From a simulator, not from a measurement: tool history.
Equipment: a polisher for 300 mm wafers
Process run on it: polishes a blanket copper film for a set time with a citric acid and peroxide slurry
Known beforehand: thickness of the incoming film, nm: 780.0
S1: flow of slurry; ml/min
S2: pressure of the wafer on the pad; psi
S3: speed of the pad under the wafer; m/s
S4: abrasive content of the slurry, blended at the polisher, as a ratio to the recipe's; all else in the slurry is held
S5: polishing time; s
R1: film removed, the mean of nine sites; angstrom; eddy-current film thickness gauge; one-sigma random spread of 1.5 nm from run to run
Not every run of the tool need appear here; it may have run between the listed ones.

run 1 hour=0.0 | S1=215 S2=2.3 S3=1.30 S4=1.00 S5=111 | R1=2729.4
run 2 hour=2.7 | S1=210 S2=2.1 S3=1.30 S4=1.00 S5=111 | R1=2484.4
run 3 hour=4.7 | S1=210 S2=2.1 S3=1.58 S4=1.00 S5=111 | R1=3015.3
run 4 hour=9.1 | S1=210 S2=2.1 S3=1.58 S4=1.05 S5=111 | R1=3028.4
run 5 hour=12.9 | S1=210 S2=2.1 S3=1.32 S4=1.05 S5=111 | R1=2578.2
run 6 hour=17.9 | S1=205 S2=1.9 S3=1.32 S4=1.05 S5=111 | R1=2317.8

Run 7 is up next; what results do you expect?
run 7 hour=21.4 | S1=195 S2=1.8 S3=1.32 S4=1.05 S5=111 | R1=?

R1: 2174.7 angstrom

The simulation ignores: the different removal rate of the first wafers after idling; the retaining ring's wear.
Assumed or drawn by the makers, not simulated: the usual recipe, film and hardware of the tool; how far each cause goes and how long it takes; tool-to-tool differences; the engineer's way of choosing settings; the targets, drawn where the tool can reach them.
